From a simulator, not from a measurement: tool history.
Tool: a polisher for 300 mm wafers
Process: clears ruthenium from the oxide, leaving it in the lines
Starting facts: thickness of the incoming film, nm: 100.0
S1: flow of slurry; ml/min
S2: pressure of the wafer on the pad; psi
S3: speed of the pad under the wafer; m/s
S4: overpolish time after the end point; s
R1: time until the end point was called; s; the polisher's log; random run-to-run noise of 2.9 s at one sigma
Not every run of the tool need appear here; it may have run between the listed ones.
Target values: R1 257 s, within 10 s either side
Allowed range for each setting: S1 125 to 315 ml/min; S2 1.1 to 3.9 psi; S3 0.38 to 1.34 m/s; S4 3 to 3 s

{"run": 1, "hour": 0.0, "S1": 205, "S2": 2.5, "S3": 0.86, "S4": 3, "R1": 95.791}
{"run": 2, "hour": 3.5, "S1": 205, "S2": 2.5, "S3": 1, "S4": 3, "R1": 83.578}
{"run": 3, "hour": 10.5, "S1": 200, "S2": 2.1, "S3": 0.84, "S4": 3, "R1": 115.68}
{"run": 4, "hour": 18.9, "S1": 200, "S2": 2.1, "S3": 0.62, "S4": 3, "R1": 155.79}
{"hour": 23.7, "done": "head pressure recalibrated"}
{"run": 5, "hour": 23.7, "S1": 200, "S2": 2.6, "S3": 0.62, "S4": 3, "R1": 118.44}
{"run": 6, "hour": 26.3, "S1": 200, "S2": 2.2, "S3": 0.6, "S4": 3, "R1": 143.31}
{"run": 7, "hour": 33.3, "S1": 200, "S2": 1.9, "S3": 0.58, "S4": 3, "R1": 169.67}
{"run": 8, "hour": 38.0, "S1": 200, "S2": 1.7, "S3": 0.56, "S4": 3, "R1": 200.85}
{"run": 9, "hour": 44.1, "S1": 200, "S2": 1.6, "S3": 0.56, "S4": 3, "R1": 209.83}
{"run": 10, "hour": 48.2, "S1": 200, "S2": 1.6, "S3": 0.56, "S4": 3, "R1": 209.14}
{"run": 11, "hour": 54.8, "S1": 200, "S2": 1.5, "S3": 0.56, "S4": 3, "R1": 219.06}
{"run": 12, "hour": 63.5, "S1": 200, "S2": 1.4, "S3": 0.56, "S4": 3, "R1": 235.48}

Of the 5 settings listed for the next run, only one would bring every result within its allowed miss of target. Which one?
{"run": "A", "hour": 72.2, "S1": 175, "S2": 1.3, "S3": 0.6, "S4": 3, "R1": "?"}
{"run": "B", "hour": 72.2, "S1": 195, "S2": 1.6, "S3": 0.5, "S4": 3, "R1": "?"}
{"run": "C", "hour": 72.2, "S1": 165, "S2": 1.4, "S3": 0.52, "S4": 3, "R1": "?"}
{"run": "D", "hour": 72.2, "S1": 210, "S2": 1.3, "S3": 0.6, "S4": 3, "R1": "?"}
{"run": "E", "hour": 72.2, "S1": 190, "S2": 1.6, "S3": 0.5, "S4": 3, "R1": "?"}

move=A R1=241.7
move=B R1=232.08
move=C R1=261.03
move=D R1=234.99
move=E R1=233.01
A: nearer than the last run, and not there yet
B: further off than the last run
C: every result within its allowed miss
D: roughly where the last run was
E: further off than the last run
The move that meets every target is C.
